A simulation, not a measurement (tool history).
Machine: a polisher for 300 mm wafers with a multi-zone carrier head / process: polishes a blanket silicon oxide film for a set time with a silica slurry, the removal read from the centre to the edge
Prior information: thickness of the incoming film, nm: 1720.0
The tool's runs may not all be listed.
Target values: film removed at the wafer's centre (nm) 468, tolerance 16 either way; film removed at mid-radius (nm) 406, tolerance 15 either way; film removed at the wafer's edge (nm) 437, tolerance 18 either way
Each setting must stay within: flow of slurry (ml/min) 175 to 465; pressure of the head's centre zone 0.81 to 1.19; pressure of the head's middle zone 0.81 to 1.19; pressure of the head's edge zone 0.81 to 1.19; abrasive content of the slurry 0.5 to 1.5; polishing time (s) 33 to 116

run,hour,flow of slurry (ml/min),pressure of the head's centre zone,pressure of the head's middle zone,pressure of the head's edge zone,abrasive content of the slurry,polishing time (s),film removed at the wafer's centre (nm),film removed at mid-radius (nm),film removed at the wafer's edge (nm)
1,0,295,1,1,1,1,74,317.84,322.27,317.09
2,8.8,365,1,1,1,1,74,325.51,329.23,320.86
3,14.9,365,1,1,0.96,1,74,322.46,337.59,315.29
4,20.8,295,1,1,0.96,1,74,316,325.6,316.35
5,23.1,285,1.01,0.99,0.97,1.05,75,330.53,336.67,326.83
6,25.9,285,1.01,0.99,0.97,0.85,75,296.03,302.13,292.03
7,33.9,305,1.11,0.97,1.07,1.1,77,388.64,350.74,353.69
8,40.5,300,1.11,0.96,1.08,1.15,77,394.99,345.34,365.82
9,49.3,300,1.11,0.97,1.09,1.2,77,393.27,364,380.85
10,57.7,305,1.12,0.97,1.09,1.25,77,408.98,371.88,381.61
11,65.1,305,1.13,0.97,1.1,1.3,77,421.9,370.74,400.47
12,73.1,305,1.14,0.98,1.11,1.3,77,425.87,386.09,392.17
13,81.4,305,1.14,0.98,1.12,1.3,77,420.85,373.67,401.98
14,85.6,305,1.15,0.98,1.12,1.3,77,429.6,378.95,393.75
15,92.6,305,1.15,0.98,1.13,1.3,77,438.01,385.11,402.68
16,97.3,330,1.16,0.98,1.19,1.4,77,451.39,393.33,424.32

Which one of the following 4 next-run settings gets every result inside its allowed miss? There is exactly one.
A,102,435,1.17,0.97,1.19,1.5,77,?,?,?
B,102,355,1.19,1.15,1.11,1.35,79,?,?,?
C,102,350,1.17,1.08,1.04,1.25,83,?,?,?
D,102,255,1.09,0.99,1.17,1.3,82,?,?,?

move,film removed at the wafer's centre (nm),film removed at mid-radius (nm),film removed at the wafer's edge (nm)
A,474.06,407.63,434.92
B,469.25,439.21,408.83
C,468.93,429.96,402.76
D,428.5,401.86,422.99
A: in spec on every target
B: the worst result of the last run now meets its target, but another is out of spec
C: the worst result of the last run now meets its target, but another is out of spec
D: misses by more than the last run did
The move that meets every target is A.

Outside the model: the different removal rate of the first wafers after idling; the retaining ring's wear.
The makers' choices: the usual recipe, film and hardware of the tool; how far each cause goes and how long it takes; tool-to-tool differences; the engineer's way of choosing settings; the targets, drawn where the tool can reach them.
